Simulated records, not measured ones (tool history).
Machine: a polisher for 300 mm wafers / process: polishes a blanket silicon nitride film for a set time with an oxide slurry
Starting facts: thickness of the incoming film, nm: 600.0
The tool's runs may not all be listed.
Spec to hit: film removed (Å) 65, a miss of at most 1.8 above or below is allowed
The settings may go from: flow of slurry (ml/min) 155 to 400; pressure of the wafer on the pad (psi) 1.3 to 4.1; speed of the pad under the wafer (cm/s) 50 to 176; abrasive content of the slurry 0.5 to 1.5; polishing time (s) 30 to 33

run	hour	flow of slurry (ml/min)	pressure of the wafer on the pad (psi)	speed of the pad under the wafer (cm/s)	abrasive content of the slurry	polishing time (s)	film removed (Å)
1	0	255	2.7	112	1	33	161.12
2	4.3	255	2.4	100	1	33	129.23
3	13	255	2.1	92	1	33	106.08
4	15.5	255	2.1	92	1	33	105.16
5	18.9	255	2.4	92	1	33	121.53
6	21.9	255	2.4	110	1	33	140.56
# hour 28.5: worn pad replaced by a new one
7	28.5	255	2.1	102	1	33	130.05
8	36.8	255	1.9	92	1	33	110.48
9	39.5	255	1.8	82	1	33	94.94
10	42.4	255	1.7	76	1	33	83.612
11	45.4	255	1.6	72	1	33	75.636
12	47.3	255	1.5	70	1	33	69.893

Next run, 5 choices. One meets every target within its allowed miss, the rest don't. Which?
A	49.2	325	1.3	64	1.4	32	?
B	49.2	245	1.6	62	1	30	?
C	49.2	225	1.5	84	0.8	33	?
D	49.2	270	1.3	68	1.05	33	?
E	49.2	255	1.6	70	1	31	?

move	film removed (Å)
A	64.57
B	61.269
C	72.482
D	61.483
E	70.063
A: in spec on every target
B: moves the result that the last run missed by most past its target, out the other side
C: its largest miss is bigger than the last run's
D: moves the result that the last run missed by most past its target, out the other side
E: just as far off the targets as the last run
Move A is the one to make.
